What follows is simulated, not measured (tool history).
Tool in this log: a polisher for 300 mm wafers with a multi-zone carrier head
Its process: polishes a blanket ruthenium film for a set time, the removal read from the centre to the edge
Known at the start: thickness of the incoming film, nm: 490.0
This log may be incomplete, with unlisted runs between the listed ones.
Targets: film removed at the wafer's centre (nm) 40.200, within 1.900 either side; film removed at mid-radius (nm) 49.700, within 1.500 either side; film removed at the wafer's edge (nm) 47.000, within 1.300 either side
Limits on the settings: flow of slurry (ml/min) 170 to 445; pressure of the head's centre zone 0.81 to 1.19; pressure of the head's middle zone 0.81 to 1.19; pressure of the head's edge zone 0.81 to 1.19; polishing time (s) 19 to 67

run	hour	flow of slurry (ml/min)	pressure of the head's centre zone	pressure of the head's middle zone	pressure of the head's edge zone	polishing time (s)	film removed at the wafer's centre (nm)	film removed at mid-radius (nm)	film removed at the wafer's edge (nm)
1	0.0	285	1.00	1.00	1.00	43	32.531	32.367	31.681
2	2.8	285	1.00	1.00	1.04	43	31.634	32.082	32.060
3	7.5	290	0.99	1.03	1.07	47	34.033	36.317	36.047
4	12.9	300	0.99	1.06	1.10	49	36.202	38.510	37.805
5	17.4	300	0.99	1.14	1.10	49	36.614	40.690	37.679
6	19.9	305	0.97	1.15	1.12	51	38.432	43.137	39.827
7	25.2	305	0.94	1.15	1.14	53	37.183	43.970	42.308
8	30.7	310	0.93	1.16	1.14	54	39.376	46.677	42.794
9	33.2	310	0.93	1.16	1.14	54	39.060	45.458	42.537
10	38.8	305	0.91	1.17	1.15	55	37.263	47.491	44.437
11	43.3	310	0.91	1.17	1.16	56	38.452	48.830	45.021
12	52.0	315	0.92	1.16	1.17	56	40.138	49.096	44.744
13	56.8	300	0.92	1.15	1.17	57	40.066	49.193	45.375
14	61.5	310	0.91	1.14	1.17	57	39.694	48.399	45.550
15	70.2	310	0.91	1.14	1.17	57	40.560	48.048	45.375
16	78.0	305	0.90	1.14	1.17	57	38.442	47.487	45.338

Which single option among these 5 for the next run brings every result within its allowed miss of target? Just one does.
A	85.8	265	0.90	1.15	1.17	59	?	?	?
B	85.8	220	0.96	1.15	1.14	66	?	?	?
C	85.8	290	0.83	1.17	1.19	58	?	?	?
D	85.8	225	0.93	1.01	1.10	67	?	?	?
E	85.8	255	0.99	1.15	1.18	59	?	?	?

move	film removed at the wafer's centre (nm)	film removed at mid-radius (nm)	film removed at the wafer's edge (nm)
A	39.590	49.092	47.037
B	45.663	53.588	50.976
C	36.645	49.494	46.998
D	45.177	48.859	51.031
E	42.881	48.845	47.082
A: all results in spec
B: carries the result that was furthest off beyond its target, to the other side
C: brings the result that was furthest off to its target, and leaves another outside
D: brings the result that was furthest off to its target, and leaves another outside
E: brings the result that was furthest off to its target, and leaves another outside
A meets every target.
